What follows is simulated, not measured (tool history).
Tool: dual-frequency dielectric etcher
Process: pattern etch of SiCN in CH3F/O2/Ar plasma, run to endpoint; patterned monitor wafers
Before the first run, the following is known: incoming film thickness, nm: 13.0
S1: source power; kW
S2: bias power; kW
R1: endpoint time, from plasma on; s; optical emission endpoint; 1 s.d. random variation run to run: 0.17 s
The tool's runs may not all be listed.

run 1 day=0 | S1=0.37 S2=0.072 | R1=35.113
run 2 day=0.212 | S1=0.37 S2=0.081 | R1=33.654
run 3 day=0.4 | S1=0.37 S2=0.091 | R1=32.453
run 4 day=0.708 | S1=0.37 S2=0.101 | R1=30.882
run 5 day=1.071 | S1=0.33 S2=0.101 | R1=32.222
run 6 day=1.325 | S1=0.3 S2=0.101 | R1=33.006
run 7 day=1.483 | S1=0.3 S2=0.101 | R1=33.104
run 8 day=1.562 | S1=0.28 S2=0.093 | R1=34.98

What does the tool deliver on the next run?
run 9 day=1.754 | S1=0.27 S2=0.087 | R1=?

R1: 36.296 s

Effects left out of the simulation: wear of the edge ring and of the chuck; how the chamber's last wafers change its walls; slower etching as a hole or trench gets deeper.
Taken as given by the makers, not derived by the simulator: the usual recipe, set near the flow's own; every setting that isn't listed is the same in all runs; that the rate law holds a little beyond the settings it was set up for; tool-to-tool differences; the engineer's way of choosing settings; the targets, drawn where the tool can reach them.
